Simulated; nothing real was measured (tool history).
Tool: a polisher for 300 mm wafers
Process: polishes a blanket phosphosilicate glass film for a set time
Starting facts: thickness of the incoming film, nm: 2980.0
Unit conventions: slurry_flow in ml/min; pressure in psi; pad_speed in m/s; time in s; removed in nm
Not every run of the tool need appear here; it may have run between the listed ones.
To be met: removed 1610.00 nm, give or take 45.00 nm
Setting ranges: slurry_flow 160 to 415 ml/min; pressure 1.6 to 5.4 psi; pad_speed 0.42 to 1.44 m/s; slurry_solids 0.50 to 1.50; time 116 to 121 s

run	day	slurry_flow	pressure	pad_speed	slurry_solids	time	removed
1	0.000	265	3.5	0.92	1.00	116	961.01
2	0.146	265	3.5	0.74	1.00	116	807.88
3	0.325	215	3.5	0.74	1.00	116	788.06
4	0.517	225	3.9	0.76	1.00	116	878.96
5	0.867	225	3.9	0.76	1.00	116	895.15
6	1.188	235	4.2	0.80	1.00	116	1000.30
7	1.533	245	4.4	0.82	1.00	116	1051.70
8	1.712	245	4.6	0.86	1.00	116	1140.90
9	1.900	250	4.8	0.90	1.00	116	1231.70
10	2.025	255	4.9	0.92	1.00	116	1290.80
11	2.162	270	5.4	1.02	1.00	116	1516.50
12	2.500	270	5.4	1.04	1.00	116	1533.20

Below are 4 possible settings for the next run. Only one of them brings all results inside the allowed miss of their targets. Which is it?
A	2.838	320	5.1	0.98	1.05	120	?
B	2.838	260	4.7	1.40	0.90	121	?
C	2.838	215	5.2	1.00	1.00	119	?
D	2.838	305	5.2	1.12	1.00	118	?

move	removed
A	1502.50
B	1706.90
C	1454.30
D	1627.80
A: the biggest miss grows against the last run
B: pushes the last run's worst result past its target
C: the biggest miss grows against the last run
D: hits every target within its allowed miss
The right move is D.
